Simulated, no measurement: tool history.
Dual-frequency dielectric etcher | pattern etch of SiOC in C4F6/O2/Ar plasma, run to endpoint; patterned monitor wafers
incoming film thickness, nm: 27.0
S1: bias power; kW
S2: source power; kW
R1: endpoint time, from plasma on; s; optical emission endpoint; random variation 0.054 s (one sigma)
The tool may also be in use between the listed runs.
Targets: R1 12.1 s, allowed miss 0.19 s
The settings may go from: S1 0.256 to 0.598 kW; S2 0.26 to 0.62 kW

{"run": 1, "day": 0.0, "S1": 0.427, "S2": 0.44, "R1": 9.9051}
{"run": 2, "day": 0.338, "S1": 0.427, "S2": 0.4, "R1": 10.163}
{"run": 3, "day": 0.425, "S1": 0.404, "S2": 0.39, "R1": 10.498}
{"run": 4, "day": 0.667, "S1": 0.337, "S2": 0.39, "R1": 11.245}
{"run": 5, "day": 0.733, "S1": 0.337, "S2": 0.46, "R1": 10.57}
{"run": 6, "day": 0.838, "S1": 0.325, "S2": 0.45, "R1": 10.774}
{"run": 7, "day": 0.883, "S1": 0.315, "S2": 0.44, "R1": 11.003}
{"run": 8, "day": 1.25, "S1": 0.307, "S2": 0.43, "R1": 11.061}
{"run": 9, "day": 1.6, "S1": 0.3, "S2": 0.42, "R1": 11.335}
{"run": 10, "day": 1.683, "S1": 0.294, "S2": 0.42, "R1": 11.363}
{"day": 1.858, "done": "source power generator calibrated"}
{"run": 11, "day": 1.858, "S1": 0.289, "S2": 0.42, "R1": 11.375}
{"run": 12, "day": 2.15, "S1": 0.284, "S2": 0.41, "R1": 11.546}
{"run": 13, "day": 2.208, "S1": 0.28, "S2": 0.41, "R1": 11.482}
{"run": 14, "day": 2.288, "S1": 0.277, "S2": 0.4, "R1": 11.698}
{"run": 15, "day": 2.492, "S1": 0.274, "S2": 0.4, "R1": 11.763}
{"run": 16, "day": 2.642, "S1": 0.274, "S2": 0.4, "R1": 11.71}
{"run": 17, "day": 2.946, "S1": 0.271, "S2": 0.4, "R1": 11.754}
{"run": 18, "day": 3.025, "S1": 0.271, "S2": 0.4, "R1": 11.704}

Which of these 5 next moves meets every target?
{"run": "A", "day": 3.104, "S1": 0.292, "S2": 0.41, "R1": "?"}
{"run": "B", "day": 3.104, "S1": 0.33, "S2": 0.34, "R1": "?"}
{"run": "C", "day": 3.104, "S1": 0.256, "S2": 0.34, "R1": "?"}
{"run": "D", "day": 3.104, "S1": 0.274, "S2": 0.33, "R1": "?"}
{"run": "E", "day": 3.104, "S1": 0.256, "S2": 0.39, "R1": "?"}

move=A R1=11.513
move=B R1=11.751
move=C R1=12.718
move=D R1=12.574
move=E R1=12.177
A: further off than the last run
B: nearer than the last run, and not there yet
C: takes the result that was furthest off past its target
D: takes the result that was furthest off past its target
E: meets every target
Answer: E

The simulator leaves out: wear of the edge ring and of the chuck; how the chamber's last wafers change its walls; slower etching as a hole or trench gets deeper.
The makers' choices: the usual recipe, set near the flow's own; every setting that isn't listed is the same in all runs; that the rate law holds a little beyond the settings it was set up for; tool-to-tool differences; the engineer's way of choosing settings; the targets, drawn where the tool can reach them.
